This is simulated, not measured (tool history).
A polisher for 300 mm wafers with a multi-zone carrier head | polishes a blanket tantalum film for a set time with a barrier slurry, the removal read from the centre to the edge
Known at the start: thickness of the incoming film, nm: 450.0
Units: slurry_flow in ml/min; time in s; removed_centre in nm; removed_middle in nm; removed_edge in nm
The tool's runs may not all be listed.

{"run": 1, "hour": 0.0, "slurry_flow": 280, "centre_zone": 1, "middle_zone": 1, "edge_zone": 1, "slurry_solids": 1, "time": 73, "removed_centre": 123.7, "removed_middle": 124.42, "removed_edge": 123.03}
{"run": 2, "hour": 3.2, "slurry_flow": 280, "centre_zone": 1, "middle_zone": 1, "edge_zone": 1, "slurry_solids": 1, "time": 62, "removed_centre": 104.99, "removed_middle": 106.79, "removed_edge": 104.82}
{"run": 3, "hour": 10.1, "slurry_flow": 280, "centre_zone": 1, "middle_zone": 1, "edge_zone": 0.94, "slurry_solids": 1, "time": 62, "removed_centre": 105.87, "removed_middle": 106.27, "removed_edge": 101.42}
{"run": 4, "hour": 12.7, "slurry_flow": 280, "centre_zone": 1, "middle_zone": 1, "edge_zone": 0.94, "slurry_solids": 0.85, "time": 62, "removed_centre": 97.78, "removed_middle": 99.259, "removed_edge": 93.749}
{"run": 5, "hour": 16.6, "slurry_flow": 280, "centre_zone": 1, "middle_zone": 1, "edge_zone": 0.94, "slurry_solids": 0.85, "time": 69, "removed_centre": 107.66, "removed_middle": 106.29, "removed_edge": 103.55}
{"run": 6, "hour": 22.0, "slurry_flow": 280, "centre_zone": 1, "middle_zone": 1, "edge_zone": 0.94, "slurry_solids": 0.75, "time": 69, "removed_centre": 100.16, "removed_middle": 100.3, "removed_edge": 96.301}
{"run": 7, "hour": 28.7, "slurry_flow": 280, "centre_zone": 0.97, "middle_zone": 1.02, "edge_zone": 0.92, "slurry_solids": 0.7, "time": 68, "removed_centre": 90.442, "removed_middle": 94.94, "removed_edge": 89.675}
{"run": 8, "hour": 29.9, "slurry_flow": 280, "centre_zone": 0.96, "middle_zone": 1.04, "edge_zone": 0.9, "slurry_solids": 0.65, "time": 68, "removed_centre": 84.827, "removed_middle": 90.876, "removed_edge": 82.649}
{"run": 9, "hour": 37.0, "slurry_flow": 275, "centre_zone": 0.94, "middle_zone": 1.05, "edge_zone": 0.89, "slurry_solids": 0.65, "time": 68, "removed_centre": 82.736, "removed_middle": 92.327, "removed_edge": 82.987}
{"run": 10, "hour": 43.0, "slurry_flow": 265, "centre_zone": 0.89, "middle_zone": 1.11, "edge_zone": 0.81, "slurry_solids": 0.5, "time": 61, "removed_centre": 49.399, "removed_middle": 59.171, "removed_edge": 50.317}
{"run": 11, "hour": 45.5, "slurry_flow": 295, "centre_zone": 0.9, "middle_zone": 1.12, "edge_zone": 0.84, "slurry_solids": 0.5, "time": 61, "removed_centre": 50.248, "removed_middle": 62.034, "removed_edge": 50.838}
{"run": 12, "hour": 53.6, "slurry_flow": 245, "centre_zone": 0.98, "middle_zone": 1.16, "edge_zone": 0.94, "slurry_solids": 0.75, "time": 65, "removed_centre": 91.026, "removed_middle": 104.06, "removed_edge": 90.184}

Run 13 comes next. What will it give?
{"run": 13, "hour": 58.2, "slurry_flow": 275, "centre_zone": 0.96, "middle_zone": 1.15, "edge_zone": 0.93, "slurry_solids": 0.75, "time": 65, "removed_centre": "?", "removed_middle": "?", "removed_edge": "?"}

Run 13 gave removed_centre 90.549 nm, removed_middle 104.88 nm, removed_edge 89.364 nm.

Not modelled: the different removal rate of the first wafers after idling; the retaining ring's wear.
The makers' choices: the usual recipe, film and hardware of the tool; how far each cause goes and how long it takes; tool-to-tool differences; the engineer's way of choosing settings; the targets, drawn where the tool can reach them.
